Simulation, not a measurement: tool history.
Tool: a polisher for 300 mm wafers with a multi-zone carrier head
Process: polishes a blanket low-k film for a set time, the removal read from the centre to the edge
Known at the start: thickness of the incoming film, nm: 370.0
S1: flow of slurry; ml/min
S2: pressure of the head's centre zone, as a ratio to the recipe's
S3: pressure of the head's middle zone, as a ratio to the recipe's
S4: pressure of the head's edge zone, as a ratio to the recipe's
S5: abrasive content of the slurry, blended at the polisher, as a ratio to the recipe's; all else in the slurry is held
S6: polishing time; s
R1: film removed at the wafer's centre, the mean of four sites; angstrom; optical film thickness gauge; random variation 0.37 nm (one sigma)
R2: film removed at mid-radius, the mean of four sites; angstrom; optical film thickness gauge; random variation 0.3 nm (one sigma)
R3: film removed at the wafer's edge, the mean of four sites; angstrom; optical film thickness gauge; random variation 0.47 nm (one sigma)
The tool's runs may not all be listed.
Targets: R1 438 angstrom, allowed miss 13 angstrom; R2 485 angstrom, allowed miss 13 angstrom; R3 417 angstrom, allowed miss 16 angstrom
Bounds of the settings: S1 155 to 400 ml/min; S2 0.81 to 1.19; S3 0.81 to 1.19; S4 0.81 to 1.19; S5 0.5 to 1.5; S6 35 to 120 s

{"run": 1, "hour": 0.0, "S1": 255, "S2": 1, "S3": 1, "S4": 1, "S5": 1, "S6": 77, "R1": 332.34, "R2": 333.01, "R3": 332.99}
{"run": 2, "hour": 7.6, "S1": 255, "S2": 1, "S3": 1, "S4": 1, "S5": 1.1, "S6": 77, "R1": 352.33, "R2": 351.09, "R3": 361.84}
{"run": 3, "hour": 10.8, "S1": 275, "S2": 1.02, "S3": 1.06, "S4": 0.98, "S5": 1.15, "S6": 78, "R1": 371.97, "R2": 387.19, "R3": 370.44}
{"run": 4, "hour": 15.9, "S1": 275, "S2": 1.02, "S3": 1.06, "S4": 0.98, "S5": 1.3, "S6": 78, "R1": 396.99, "R2": 408.84, "R3": 382.3}
{"run": 5, "hour": 18.3, "S1": 275, "S2": 1.02, "S3": 0.99, "S4": 0.98, "S5": 1.3, "S6": 78, "R1": 405.45, "R2": 385.6, "R3": 396.11}
{"run": 6, "hour": 22.9, "S1": 295, "S2": 1.03, "S3": 1.05, "S4": 0.99, "S5": 1.35, "S6": 78, "R1": 417.57, "R2": 420.33, "R3": 402.33}
{"run": 7, "hour": 26.5, "S1": 315, "S2": 1.03, "S3": 1.08, "S4": 1, "S5": 1.35, "S6": 78, "R1": 420.31, "R2": 431.19, "R3": 405.78}
{"run": 8, "hour": 28.0, "S1": 325, "S2": 1.03, "S3": 1.11, "S4": 1.01, "S5": 1.35, "S6": 78, "R1": 420.39, "R2": 435.36, "R3": 403.61}
{"run": 9, "hour": 34.5, "S1": 325, "S2": 1.03, "S3": 1.13, "S4": 1.01, "S5": 1.4, "S6": 78, "R1": 429.25, "R2": 452.92, "R3": 406.26}
{"run": 10, "hour": 37.2, "S1": 335, "S2": 1.03, "S3": 1.15, "S4": 1.02, "S5": 1.4, "S6": 78, "R1": 429.65, "R2": 465.2, "R3": 417.59}

Which of these 5 next moves meets every target?
{"run": "A", "hour": 39.9, "S1": 355, "S2": 1, "S3": 1.19, "S4": 0.99, "S5": 1.5, "S6": 81, "R1": "?", "R2": "?", "R3": "?"}
{"run": "B", "hour": 39.9, "S1": 330, "S2": 1.03, "S3": 1.1, "S4": 1.08, "S5": 1.3, "S6": 82, "R1": "?", "R2": "?", "R3": "?"}
{"run": "C", "hour": 39.9, "S1": 240, "S2": 1.06, "S3": 1.19, "S4": 0.99, "S5": 1.45, "S6": 80, "R1": "?", "R2": "?", "R3": "?"}
{"run": "D", "hour": 39.9, "S1": 270, "S2": 1.06, "S3": 1.19, "S4": 1.17, "S5": 1.45, "S6": 74, "R1": "?", "R2": "?", "R3": "?"}
{"run": "E", "hour": 39.9, "S1": 345, "S2": 1.04, "S3": 1.11, "S4": 1.12, "S5": 1.15, "S6": 85, "R1": "?", "R2": "?", "R3": "?"}

move=A R1=448.31 R2=512.83 R3=450.69
move=B R1=436.45 R2=453.34 R3=443.18
move=C R1=442.05 R2=478.81 R3=425.23
move=D R1=415.64 R2=449.38 R3=426.69
move=E R1=432.35 R2=447.93 R3=440.86
A: takes the result that was furthest off past its target
B: further off than the last run
C: meets every target
D: further off than the last run
E: further off than the last run
The right move is C.

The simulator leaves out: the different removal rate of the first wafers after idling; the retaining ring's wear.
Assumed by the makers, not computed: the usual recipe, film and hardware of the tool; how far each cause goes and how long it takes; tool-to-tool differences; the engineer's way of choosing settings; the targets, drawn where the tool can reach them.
